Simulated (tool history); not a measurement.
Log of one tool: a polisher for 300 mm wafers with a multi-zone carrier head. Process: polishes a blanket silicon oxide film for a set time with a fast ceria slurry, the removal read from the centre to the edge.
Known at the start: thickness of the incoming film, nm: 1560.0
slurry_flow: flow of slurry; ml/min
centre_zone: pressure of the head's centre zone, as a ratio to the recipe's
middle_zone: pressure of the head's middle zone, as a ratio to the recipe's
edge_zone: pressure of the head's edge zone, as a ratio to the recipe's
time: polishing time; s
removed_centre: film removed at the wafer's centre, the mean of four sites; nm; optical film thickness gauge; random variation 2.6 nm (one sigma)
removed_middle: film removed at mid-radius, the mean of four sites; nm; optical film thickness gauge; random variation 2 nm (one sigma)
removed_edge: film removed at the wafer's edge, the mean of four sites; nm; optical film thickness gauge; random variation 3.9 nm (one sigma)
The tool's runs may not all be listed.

| run | day | slurry_flow | centre_zone | middle_zone | edge_zone | time | removed_centre | removed_middle | removed_edge |
|---|---|---|---|---|---|---|---|---|---|
| 1 | 0.000 | 250 | 1.00 | 1.00 | 1.00 | 34 | 566.32 | 526.10 | 560.36 |
| 2 | 0.338 | 245 | 0.97 | 0.98 | 0.97 | 32 | 511.69 | 486.62 | 511.29 |
| 3 | 0.650 | 235 | 0.94 | 0.95 | 0.95 | 30 | 464.95 | 439.43 | 473.16 |
| 4 | 0.758 | 235 | 0.94 | 0.95 | 0.95 | 35 | 532.53 | 511.95 | 554.46 |
| 5 | 1.125 | 230 | 0.92 | 0.93 | 0.93 | 33 | 497.60 | 477.02 | 520.83 |
| 6 | 1.258 | 225 | 0.90 | 0.92 | 0.91 | 31 | 455.32 | 439.45 | 471.77 |
| 7 | 1.567 | 165 | 0.81 | 0.85 | 0.88 | 22 | 285.87 | 288.35 | 327.09 |

The next listed run, before its measurement:
| 8 | 1.808 | 165 | 0.81 | 0.85 | 0.88 | 22 | ? | ? | ? |

Run 8 gave removed_centre 283.77 nm, removed_middle 288.46 nm, removed_edge 320.43 nm.
